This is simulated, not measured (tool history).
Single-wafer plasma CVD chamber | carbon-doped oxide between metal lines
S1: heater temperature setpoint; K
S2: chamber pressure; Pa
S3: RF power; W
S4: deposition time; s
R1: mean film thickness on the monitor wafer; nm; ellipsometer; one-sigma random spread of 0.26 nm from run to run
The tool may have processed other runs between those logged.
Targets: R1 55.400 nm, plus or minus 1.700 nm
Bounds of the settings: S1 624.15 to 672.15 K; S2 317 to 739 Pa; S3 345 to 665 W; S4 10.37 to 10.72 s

run	hour	S1	S2	S3	S4	R1
1	0.0	648.15	528	505	10.37	47.637
2	2.8	648.15	531	520	10.40	48.784
3	7.9	648.15	533	530	10.43	49.408
4	15.3	658.15	533	530	10.43	48.225
5	18.9	658.15	441	530	10.43	47.065
6	27.4	658.15	448	545	10.46	47.720
7	36.4	658.15	459	555	10.49	48.703
8	42.6	658.15	467	565	10.51	49.578
9	50.3	658.15	475	575	10.53	50.448
10	54.0	658.15	483	580	10.54	50.073
11	54.8	657.15	487	590	10.56	50.983
12	61.8	657.15	491	600	10.58	51.587
13	67.7	657.15	493	605	10.60	51.456
14	68.4	657.15	493	605	10.60	51.953
15	72.8	657.15	496	610	10.62	52.357
16	77.9	657.15	499	615	10.63	52.639

Below are 4 possible settings for the next run. Only one of them brings all results inside the allowed miss of their targets. Which is it?
A	83.0	659.15	472	630	10.37	?
B	83.0	659.15	555	575	10.38	?
C	83.0	653.15	657	640	10.50	?
D	83.0	651.15	607	560	10.37	?

move	R1
A	51.361
B	50.208
C	55.449
D	50.885
A: the biggest miss grows against the last run
B: the biggest miss grows against the last run
C: all results in spec
D: the biggest miss grows against the last run
Answer: C
